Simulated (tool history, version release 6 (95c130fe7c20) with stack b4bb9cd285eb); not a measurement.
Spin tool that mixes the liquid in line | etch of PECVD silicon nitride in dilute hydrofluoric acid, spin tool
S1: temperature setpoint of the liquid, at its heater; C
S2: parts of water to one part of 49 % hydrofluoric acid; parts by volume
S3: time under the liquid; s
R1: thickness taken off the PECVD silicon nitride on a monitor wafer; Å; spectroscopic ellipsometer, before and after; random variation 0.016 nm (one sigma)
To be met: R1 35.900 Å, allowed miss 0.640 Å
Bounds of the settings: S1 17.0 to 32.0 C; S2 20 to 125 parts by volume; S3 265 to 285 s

run 1 day=0.000 | S1=24.0 S2=70 S3=265 | R1=64.644
run 2 day=0.158 | S1=24.0 S2=70 S3=285 | R1=69.597
run 3 day=0.296 | S1=22.5 S2=75 S3=285 | R1=58.360
run 4 day=0.562 | S1=21.5 S2=75 S3=285 | R1=54.486
run 5 day=0.717 | S1=20.0 S2=75 S3=285 | R1=49.694
run 6 day=0.846 | S1=20.0 S2=65 S3=285 | R1=56.777
run 7 day=0.929 | S1=17.0 S2=90 S3=285 | R1=33.565
run 8 day=1.096 | S1=17.5 S2=90 S3=285 | R1=34.972

4 next moves are on the table. One of them brings every result within its allowed miss. Which?
run A day=1.262 | S1=18.0 S2=90 S3=270 | R1=?
run B day=1.262 | S1=19.5 S2=100 S3=285 | R1=?
run C day=1.262 | S1=19.0 S2=100 S3=275 | R1=?
run D day=1.262 | S1=18.5 S2=100 S3=285 | R1=?

move=A R1=34.206
move=B R1=36.137
move=C R1=33.695
move=D R1=33.740
A: further off than the last run
B: meets every target
C: further off than the last run
D: further off than the last run
The right move is B.
